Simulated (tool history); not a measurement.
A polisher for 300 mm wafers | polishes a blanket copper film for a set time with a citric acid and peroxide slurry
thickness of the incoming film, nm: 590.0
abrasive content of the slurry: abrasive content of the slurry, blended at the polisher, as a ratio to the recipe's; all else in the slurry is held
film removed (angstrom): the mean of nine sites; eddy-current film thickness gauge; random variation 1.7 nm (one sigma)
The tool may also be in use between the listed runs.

run	hour	flow of slurry (ml/min)	pressure of the wafer on the pad (kPa)	speed of the pad under the wafer (m/s)	abrasive content of the slurry	polishing time (s)	film removed (angstrom)
1	0	165	14.5	1.3	1	90	1667.8
2	1.7	165	13.8	1.3	1	90	1646.8
3	7.6	165	16.5	1.3	1	90	1956.8
4	16.6	130	16.5	1.3	1	90	1885.2
5	21.5	130	16.5	1.3	0.8	90	1733.7
6	28.5	130	16.5	1.3	0.8	90	1785.7
7	33.4	130	15.9	1.3	0.8	90	1678.8

Run 8 comes next. What will it give?
8	38	130	15.9	1.3	0.8	90	?

Run 8 gave film removed (angstrom) 1702.
